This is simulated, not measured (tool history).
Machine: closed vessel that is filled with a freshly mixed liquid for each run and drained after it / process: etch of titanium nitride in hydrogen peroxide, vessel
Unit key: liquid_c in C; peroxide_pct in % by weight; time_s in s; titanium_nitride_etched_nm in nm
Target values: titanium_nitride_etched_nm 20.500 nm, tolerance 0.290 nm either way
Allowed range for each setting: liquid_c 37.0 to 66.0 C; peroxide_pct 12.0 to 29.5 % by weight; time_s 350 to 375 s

run,hour,liquid_c,peroxide_pct,time_s,titanium_nitride_etched_nm
1,0.0,53.0,20.0,350,22.722
2,1.4,53.0,22.5,350,23.369
3,3.9,52.5,22.5,350,22.377
4,5.1,52.5,22.5,350,22.540
5,12.0,46.0,22.5,350,13.991
6,14.3,47.0,22.5,350,15.051
7,21.7,47.0,22.5,350,15.086
8,26.0,47.5,22.5,350,15.621
9,33.6,47.5,22.5,350,15.661
10,38.0,47.5,22.5,350,15.551
11,44.9,48.0,22.5,350,16.194
12,48.2,48.5,22.5,350,16.843
13,56.4,49.0,22.5,350,17.478
14,58.4,49.5,22.5,350,18.167
15,65.8,50.0,22.5,350,18.783
16,71.7,50.5,22.5,350,19.601
17,72.7,51.0,22.5,350,20.151

Which of these 5 next moves meets every target?
A,73.7,50.0,20.5,375,?
B,73.7,50.5,24.0,350,?
C,73.7,51.0,20.5,350,?
D,73.7,51.5,14.5,375,?
E,73.7,50.0,25.0,360,?

move,titanium_nitride_etched_nm
A,19.856
B,19.878
C,19.916
D,20.550
E,19.898
A: the biggest miss grows against the last run
B: the biggest miss grows against the last run
C: the biggest miss grows against the last run
D: in spec on every target
E: the biggest miss grows against the last run
The move that meets every target is D.
